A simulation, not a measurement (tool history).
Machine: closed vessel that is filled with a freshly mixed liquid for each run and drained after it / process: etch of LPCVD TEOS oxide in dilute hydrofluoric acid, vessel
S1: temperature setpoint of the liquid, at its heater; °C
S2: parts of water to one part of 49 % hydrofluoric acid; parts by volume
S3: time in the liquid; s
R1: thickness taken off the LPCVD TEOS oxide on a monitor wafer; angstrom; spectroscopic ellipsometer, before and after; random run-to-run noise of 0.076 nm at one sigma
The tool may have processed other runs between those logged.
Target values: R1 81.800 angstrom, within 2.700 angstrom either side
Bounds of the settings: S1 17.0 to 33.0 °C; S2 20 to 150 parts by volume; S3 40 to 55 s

run  hour    S1  S2  S3       R1
  1   0.0  25.0  85  55  130.450
  2   1.9  23.5  90  55  115.430
  3  10.1  26.0  90  55  123.610
  4  11.3  28.5  90  55  139.220
  5  20.3  31.0  90  55  153.870
  6  23.9  28.0  90  55  136.350
  7  32.4  25.5  90  55  123.490
  8  39.3  23.5  90  55  113.830
  9  45.8  22.0  90  55  106.530
 10  47.6  21.0  90  55  103.370

Consider the 5 candidate settings below. Which is the only one whose results all fall within their allowed miss of target?
  A  49.4  24.5   95  40   ?
  B  49.4  24.5  105  40   ?
  C  49.4  22.0  110  55   ?
  D  49.4  23.0  100  40   ?
  E  49.4  18.5   60  55   ?

move       R1
   A   80.836
   B   72.234
   C   85.344
   D   71.904
   E  143.370
A: all results in spec
B: takes the result that was furthest off past its target
C: better than the last run, though not everything is in spec
D: takes the result that was furthest off past its target
E: moves away from the targets compared with the last run
The right move is A.

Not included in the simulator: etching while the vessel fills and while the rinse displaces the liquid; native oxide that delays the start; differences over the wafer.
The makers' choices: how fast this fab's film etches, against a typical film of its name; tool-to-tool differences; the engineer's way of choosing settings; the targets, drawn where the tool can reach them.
